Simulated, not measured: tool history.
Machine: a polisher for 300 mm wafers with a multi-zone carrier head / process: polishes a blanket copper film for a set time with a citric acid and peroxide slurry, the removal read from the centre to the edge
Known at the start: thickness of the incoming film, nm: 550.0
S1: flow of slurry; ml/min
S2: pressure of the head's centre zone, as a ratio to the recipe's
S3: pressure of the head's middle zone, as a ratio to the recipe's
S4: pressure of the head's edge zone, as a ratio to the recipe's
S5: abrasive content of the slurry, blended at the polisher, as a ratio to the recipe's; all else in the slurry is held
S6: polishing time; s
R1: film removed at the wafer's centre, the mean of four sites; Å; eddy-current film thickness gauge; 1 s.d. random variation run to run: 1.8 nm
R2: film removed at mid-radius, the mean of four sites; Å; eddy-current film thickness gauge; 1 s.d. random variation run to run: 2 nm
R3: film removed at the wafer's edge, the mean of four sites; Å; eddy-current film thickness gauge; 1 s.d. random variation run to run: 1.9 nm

Run 1, hour 0: S1 200 ml/min, S2 1, S3 1, S4 1, S5 1, S6 38 s. Result: R1 985 Å, R2 1009.4 Å, R3 1032.4 Å.
Run 2, hour 8.3: S1 205 ml/min, S2 0.99, S3 1.02, S4 1.01, S5 1.05, S6 39 s. Result: R1 1046.1 Å, R2 1070.9 Å, R3 1079.4 Å.
Run 3, hour 12: S1 200 ml/min, S2 0.97, S3 1.04, S4 1.02, S5 1.1, S6 40 s. Result: R1 1054.8 Å, R2 1094.4 Å, R3 1109.1 Å.
Run 4, hour 13.3: S1 205 ml/min, S2 0.95, S3 1.06, S4 1.02, S5 1.1, S6 42 s. Result: R1 1109.9 Å, R2 1180.2 Å, R3 1201 Å.
Run 5, hour 20.1: S1 205 ml/min, S2 0.95, S3 1.06, S4 0.97, S5 1.1, S6 42 s. Result: R1 1073.5 Å, R2 1220.4 Å, R3 1159.4 Å.
At hour 23.3: slurry nozzle cleaned.
Run 6, hour 23.3: S1 205 ml/min, S2 0.95, S3 1.06, S4 0.97, S5 0.9, S6 42 s. Result: R1 1119.6 Å, R2 1250.3 Å, R3 1165.4 Å.
Run 7, hour 27.4: S1 205 ml/min, S2 0.93, S3 1.07, S4 0.98, S5 0.9, S6 43 s. Result: R1 1093.2 Å, R2 1242.2 Å, R3 1199.3 Å.

Forecast run 8:
Run 8, hour 35.5: S1 205 ml/min, S2 0.93, S3 1.07, S4 0.98, S5 0.9, S6 43 s. Result: R1 ?, R2 ?, R3 ?.

{"run 8": {"R1": 1131.7, "R2": 1269.7, "R3": 1198.7}}

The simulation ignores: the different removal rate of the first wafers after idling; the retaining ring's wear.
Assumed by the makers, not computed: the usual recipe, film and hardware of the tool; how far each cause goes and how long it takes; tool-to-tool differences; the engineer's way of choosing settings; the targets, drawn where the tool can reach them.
